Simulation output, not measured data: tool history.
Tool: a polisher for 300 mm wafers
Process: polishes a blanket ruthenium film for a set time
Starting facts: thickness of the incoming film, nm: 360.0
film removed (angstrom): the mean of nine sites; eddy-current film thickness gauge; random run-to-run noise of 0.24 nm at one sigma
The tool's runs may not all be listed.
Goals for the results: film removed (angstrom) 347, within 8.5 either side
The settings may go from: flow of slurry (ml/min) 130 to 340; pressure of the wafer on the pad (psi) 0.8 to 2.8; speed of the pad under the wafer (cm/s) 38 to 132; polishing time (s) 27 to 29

run,hour,flow of slurry (ml/min),pressure of the wafer on the pad (psi),speed of the pad under the wafer (cm/s),polishing time (s),film removed (angstrom)
1,0,220,1.8,84,29,240.3
2,5,220,1.5,84,29,199.56
3,6.8,220,1.3,84,29,174.21
4,9.2,225,1.4,84,29,187.17
5,12.3,230,1.5,84,29,197.21
6,20.6,230,1.5,84,29,202.61
7,29.4,240,1.6,84,29,215.08
8,33.8,245,1.7,84,29,226.14
9,41.2,245,1.8,84,29,239.96

Below are 4 possible settings for the next run. Only one of them brings all results inside the allowed miss of their targets. Which is it?
A,48.6,240,1.6,82,29,?
B,48.6,290,2.3,102,27,?
C,48.6,265,1.3,64,27,?
D,48.6,195,1.7,68,27,?

move,film removed (angstrom)
A,210.51
B,351.5
C,127.67
D,169.04
A: misses by more than the last run did
B: in spec on every target
C: misses by more than the last run did
D: misses by more than the last run did
Answer: B
